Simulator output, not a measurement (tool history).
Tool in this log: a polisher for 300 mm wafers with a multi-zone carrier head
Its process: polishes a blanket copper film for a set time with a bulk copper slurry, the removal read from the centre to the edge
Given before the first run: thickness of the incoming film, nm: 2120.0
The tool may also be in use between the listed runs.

run	hour	flow of slurry (ml/min)	pressure of the head's centre zone	pressure of the head's middle zone	pressure of the head's edge zone	abrasive content of the slurry	polishing time (s)	film removed at the wafer's centre (angstrom)	film removed at mid-radius (angstrom)	film removed at the wafer's edge (angstrom)
1	0.0	260	1.00	1.00	1.00	1.0	78	6521.8	6431.2	6390.9
2	2.9	260	1.00	1.07	1.00	1.0	78	6480.8	6923.6	6310.6
3	3.9	260	1.00	1.07	1.00	0.9	78	6292.8	6570.3	6288.8
4	7.1	265	1.03	1.06	0.96	0.8	67	5494.2	5680.0	5240.1
5	13.7	265	1.05	1.01	0.93	0.7	60	4901.6	4926.6	4456.3
6	15.9	265	1.05	0.97	0.93	0.7	60	4999.4	4437.6	4526.3

Forecast run 7:
7	23.9	265	1.05	0.97	0.93	0.7	60	?	?	?

For run 7 the tool returned film removed at the wafer's centre (angstrom) 4914.5, film removed at mid-radius (angstrom) 4734.7, film removed at the wafer's edge (angstrom) 4466.2.
